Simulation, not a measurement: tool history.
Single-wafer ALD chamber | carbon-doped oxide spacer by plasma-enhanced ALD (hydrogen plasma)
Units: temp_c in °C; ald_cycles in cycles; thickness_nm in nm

| run | hour | temp_c | ald_cycles | thickness_nm |
|---|---|---|---|---|
| 1 | 0.0 | 385 | 403 | 20.036 |
| 2 | 1.7 | 385 | 419 | 20.921 |
| 3 | 8.9 | 385 | 392 | 19.461 |
| 4 | 16.4 | 385 | 410 | 20.303 |
| 5 | 18.7 | 385 | 425 | 21.076 |
| 6 | 21.2 | 385 | 381 | 18.983 |

The next listed run, before its measurement:
| 7 | 24.1 | 385 | 403 | ? |

Run 7 gave thickness_nm 20.083 nm.
